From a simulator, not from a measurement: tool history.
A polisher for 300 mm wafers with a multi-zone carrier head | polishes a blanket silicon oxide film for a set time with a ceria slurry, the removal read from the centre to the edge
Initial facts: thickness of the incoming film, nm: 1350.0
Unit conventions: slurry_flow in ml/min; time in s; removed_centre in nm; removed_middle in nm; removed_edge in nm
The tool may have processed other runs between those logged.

{"run": 1, "day": 0.0, "slurry_flow": 185, "centre_zone": 1, "middle_zone": 1, "edge_zone": 1, "time": 65, "removed_centre": 282.8, "removed_middle": 290.17, "removed_edge": 287.97}
{"run": 2, "day": 0.321, "slurry_flow": 210, "centre_zone": 1, "middle_zone": 1, "edge_zone": 1, "time": 65, "removed_centre": 291.02, "removed_middle": 299.33, "removed_edge": 292.92}
{"run": 3, "day": 0.375, "slurry_flow": 210, "centre_zone": 1, "middle_zone": 1, "edge_zone": 0.95, "time": 65, "removed_centre": 289.93, "removed_middle": 295.82, "removed_edge": 290.58}
{"run": 4, "day": 0.658, "slurry_flow": 210, "centre_zone": 1, "middle_zone": 1, "edge_zone": 0.95, "time": 51, "removed_centre": 231.18, "removed_middle": 229.71, "removed_edge": 221}
{"run": 5, "day": 0.992, "slurry_flow": 210, "centre_zone": 1, "middle_zone": 1, "edge_zone": 0.88, "time": 51, "removed_centre": 226.44, "removed_middle": 228.17, "removed_edge": 221.08}
{"run": 6, "day": 1.133, "slurry_flow": 205, "centre_zone": 0.98, "middle_zone": 0.99, "edge_zone": 0.88, "time": 57, "removed_centre": 246.51, "removed_middle": 255.5, "removed_edge": 244.32}
{"run": 7, "day": 1.183, "slurry_flow": 205, "centre_zone": 0.96, "middle_zone": 0.97, "edge_zone": 0.91, "time": 62, "removed_centre": 261.4, "removed_middle": 272.77, "removed_edge": 268.84}
{"run": 8, "day": 1.238, "slurry_flow": 200, "centre_zone": 0.95, "middle_zone": 0.96, "edge_zone": 0.93, "time": 66, "removed_centre": 277.83, "removed_middle": 288.16, "removed_edge": 283.47}
{"run": 9, "day": 1.6, "slurry_flow": 185, "centre_zone": 0.93, "middle_zone": 0.95, "edge_zone": 0.97, "time": 70, "removed_centre": 289.12, "removed_middle": 299.15, "removed_edge": 305.33}

For run 10, what comes out?
{"run": 10, "day": 1.946, "slurry_flow": 225, "centre_zone": 0.84, "middle_zone": 1.03, "edge_zone": 1.07, "time": 88, "removed_centre": "?", "removed_middle": "?", "removed_edge": "?"}

removed_centre: 327.33 nm
removed_middle: 410.01 nm
removed_edge: 412.29 nm

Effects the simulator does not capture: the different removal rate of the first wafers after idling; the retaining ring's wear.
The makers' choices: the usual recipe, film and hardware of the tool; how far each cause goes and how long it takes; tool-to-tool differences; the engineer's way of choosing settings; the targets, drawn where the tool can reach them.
